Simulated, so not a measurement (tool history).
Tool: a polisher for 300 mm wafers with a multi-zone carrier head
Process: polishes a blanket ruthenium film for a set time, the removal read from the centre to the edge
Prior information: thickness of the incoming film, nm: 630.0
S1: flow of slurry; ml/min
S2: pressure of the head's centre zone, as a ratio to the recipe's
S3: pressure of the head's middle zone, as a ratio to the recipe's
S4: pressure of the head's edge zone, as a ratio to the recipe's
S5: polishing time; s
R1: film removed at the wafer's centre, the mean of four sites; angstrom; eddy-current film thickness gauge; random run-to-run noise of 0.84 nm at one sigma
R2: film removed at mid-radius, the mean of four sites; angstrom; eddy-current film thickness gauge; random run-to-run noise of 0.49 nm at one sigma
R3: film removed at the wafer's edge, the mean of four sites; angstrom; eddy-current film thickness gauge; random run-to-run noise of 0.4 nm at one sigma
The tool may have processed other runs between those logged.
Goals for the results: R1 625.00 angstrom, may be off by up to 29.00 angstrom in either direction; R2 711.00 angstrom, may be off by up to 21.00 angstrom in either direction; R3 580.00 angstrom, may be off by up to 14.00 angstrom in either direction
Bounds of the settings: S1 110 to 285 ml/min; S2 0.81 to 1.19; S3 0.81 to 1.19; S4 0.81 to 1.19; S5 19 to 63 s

{"run": 1, "day": 0.0, "S1": 180, "S2": 1.0, "S3": 1.0, "S4": 1.0, "S5": 41, "R1": 482.77, "R2": 470.47, "R3": 464.15}
{"run": 2, "day": 0.062, "S1": 195, "S2": 1.0, "S3": 1.04, "S4": 1.0, "S5": 43, "R1": 499.3, "R2": 515.25, "R3": 491.45}
{"run": 3, "day": 0.296, "S1": 195, "S2": 1.0, "S3": 1.12, "S4": 1.0, "S5": 43, "R1": 500.19, "R2": 548.25, "R3": 491.52}
{"run": 4, "day": 0.433, "S1": 195, "S2": 1.0, "S3": 1.05, "S4": 1.0, "S5": 43, "R1": 507.94, "R2": 518.38, "R3": 490.04}
{"run": 5, "day": 0.667, "S1": 210, "S2": 1.0, "S3": 1.08, "S4": 0.99, "S5": 44, "R1": 540.59, "R2": 552.2, "R3": 509.36}
{"run": 6, "day": 0.854, "S1": 220, "S2": 0.98, "S3": 1.1, "S4": 0.97, "S5": 45, "R1": 532.64, "R2": 572.58, "R3": 518.03}
{"run": 7, "day": 1.183, "S1": 225, "S2": 0.98, "S3": 1.12, "S4": 0.95, "S5": 46, "R1": 549.42, "R2": 599.53, "R3": 523.5}
{"run": 8, "day": 1.279, "S1": 230, "S2": 0.98, "S3": 1.14, "S4": 0.95, "S5": 47, "R1": 546.53, "R2": 611.23, "R3": 526.6}
{"run": 9, "day": 1.375, "S1": 260, "S2": 1.02, "S3": 1.19, "S4": 0.93, "S5": 53, "R1": 669.55, "R2": 723.28, "R3": 598.04}
{"run": 10, "day": 1.45, "S1": 255, "S2": 1.01, "S3": 1.19, "S4": 0.92, "S5": 53, "R1": 678.38, "R2": 732.97, "R3": 597.42}
{"run": 11, "day": 1.679, "S1": 250, "S2": 1.0, "S3": 1.19, "S4": 0.92, "S5": 53, "R1": 660.44, "R2": 736.91, "R3": 598.31}

Exercise: of the 5 proposed moves below, exactly one satisfies all targets within the stated allowed misses. Which move is it?
{"run": "A", "day": 1.908, "S1": 185, "S2": 0.95, "S3": 1.16, "S4": 0.86, "S5": 55, "R1": "?", "R2": "?", "R3": "?"}
{"run": "B", "day": 1.908, "S1": 215, "S2": 0.95, "S3": 1.13, "S4": 0.94, "S5": 55, "R1": "?", "R2": "?", "R3": "?"}
{"run": "C", "day": 1.908, "S1": 255, "S2": 1.02, "S3": 1.19, "S4": 0.89, "S5": 54, "R1": "?", "R2": "?", "R3": "?"}
{"run": "D", "day": 1.908, "S1": 245, "S2": 0.93, "S3": 1.12, "S4": 0.81, "S5": 59, "R1": "?", "R2": "?", "R3": "?"}
{"run": "E", "day": 1.908, "S1": 265, "S2": 1.07, "S3": 1.18, "S4": 0.88, "S5": 52, "R1": "?", "R2": "?", "R3": "?"}

move=A R1=607.47 R2=702.89 R3=587.37
move=B R1=623.48 R2=704.91 R3=622.79
move=C R1=670.41 R2=736.83 R3=605.83
move=D R1=668.58 R2=764.35 R3=632.90
move=E R1=678.25 R2=707.82 R3=582.42
A: every result within its allowed miss
B: misses by more than the last run did
C: misses by more than the last run did
D: misses by more than the last run did
E: the worst result of the last run now meets its target, but another is out of spec
A is the move that brings every result within its allowed miss.
